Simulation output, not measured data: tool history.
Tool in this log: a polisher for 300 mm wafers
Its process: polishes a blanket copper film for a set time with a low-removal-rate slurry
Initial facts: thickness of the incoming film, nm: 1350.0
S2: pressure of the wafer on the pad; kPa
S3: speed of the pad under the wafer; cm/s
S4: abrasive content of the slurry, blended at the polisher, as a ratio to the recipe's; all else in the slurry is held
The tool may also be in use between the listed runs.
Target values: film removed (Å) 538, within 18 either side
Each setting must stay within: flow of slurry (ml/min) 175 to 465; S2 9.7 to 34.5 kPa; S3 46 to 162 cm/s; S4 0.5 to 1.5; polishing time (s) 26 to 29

{"run": 1, "hour": 0.0, "flow of slurry (ml/min)": 295, "S2": 22.1, "S3": 104, "S4": 1, "polishing time (s)": 29, "film removed (Å)": 902.45}
{"run": 2, "hour": 2.6, "flow of slurry (ml/min)": 295, "S2": 22.1, "S3": 128, "S4": 1, "polishing time (s)": 29, "film removed (Å)": 1083.8}
{"run": 3, "hour": 9.5, "flow of slurry (ml/min)": 295, "S2": 18.6, "S3": 124, "S4": 1, "polishing time (s)": 29, "film removed (Å)": 943.86}
{"run": 4, "hour": 17.7, "flow of slurry (ml/min)": 330, "S2": 18.6, "S3": 124, "S4": 1, "polishing time (s)": 29, "film removed (Å)": 966.09}
{"run": 5, "hour": 22.8, "flow of slurry (ml/min)": 310, "S2": 15.9, "S3": 116, "S4": 1, "polishing time (s)": 29, "film removed (Å)": 817.85}
{"run": 6, "hour": 31.5, "flow of slurry (ml/min)": 260, "S2": 15.9, "S3": 116, "S4": 1, "polishing time (s)": 29, "film removed (Å)": 798.58}
{"run": 7, "hour": 34.1, "flow of slurry (ml/min)": 260, "S2": 13.8, "S3": 110, "S4": 1, "polishing time (s)": 29, "film removed (Å)": 711.2}
{"run": 8, "hour": 38.3, "flow of slurry (ml/min)": 260, "S2": 12.4, "S3": 106, "S4": 1, "polishing time (s)": 29, "film removed (Å)": 648.01}
{"run": 9, "hour": 44.3, "flow of slurry (ml/min)": 260, "S2": 11.7, "S3": 104, "S4": 1, "polishing time (s)": 29, "film removed (Å)": 616.79}
{"run": 10, "hour": 46.2, "flow of slurry (ml/min)": 260, "S2": 11, "S3": 102, "S4": 1, "polishing time (s)": 29, "film removed (Å)": 583.86}
{"hour": 50.3, "done": "worn pad replaced by a new one"}
{"run": 11, "hour": 50.3, "flow of slurry (ml/min)": 260, "S2": 10.3, "S3": 102, "S4": 1, "polishing time (s)": 29, "film removed (Å)": 645.47}
{"run": 12, "hour": 56.9, "flow of slurry (ml/min)": 260, "S2": 9.7, "S3": 82, "S4": 1, "polishing time (s)": 29, "film removed (Å)": 518.94}
{"run": 13, "hour": 64.0, "flow of slurry (ml/min)": 260, "S2": 9.7, "S3": 82, "S4": 1, "polishing time (s)": 29, "film removed (Å)": 515.55}

Below are 5 possible settings for the next run. Only one of them brings all results inside the allowed miss of their targets. Which is it?
{"run": "A", "hour": 71.1, "flow of slurry (ml/min)": 255, "S2": 10.3, "S3": 98, "S4": 1.05, "polishing time (s)": 27, "film removed (Å)": "?"}
{"run": "B", "hour": 71.1, "flow of slurry (ml/min)": 320, "S2": 11.7, "S3": 78, "S4": 1.1, "polishing time (s)": 29, "film removed (Å)": "?"}
{"run": "C", "hour": 71.1, "flow of slurry (ml/min)": 330, "S2": 11, "S3": 70, "S4": 0.95, "polishing time (s)": 29, "film removed (Å)": "?"}
{"run": "D", "hour": 71.1, "flow of slurry (ml/min)": 255, "S2": 11, "S3": 92, "S4": 0.95, "polishing time (s)": 29, "film removed (Å)": "?"}
{"run": "E", "hour": 71.1, "flow of slurry (ml/min)": 320, "S2": 13.8, "S3": 80, "S4": 0.85, "polishing time (s)": 26, "film removed (Å)": "?"}

move=A film_removed_(Å)=581.87
move=B film_removed_(Å)=564.69
move=C film_removed_(Å)=491.3
move=D film_removed_(Å)=601.15
move=E film_removed_(Å)=540.09
A: pushes the last run's worst result past its target
B: pushes the last run's worst result past its target
C: its largest miss is bigger than the last run's
D: pushes the last run's worst result past its target
E: meets every target
The right move is E.
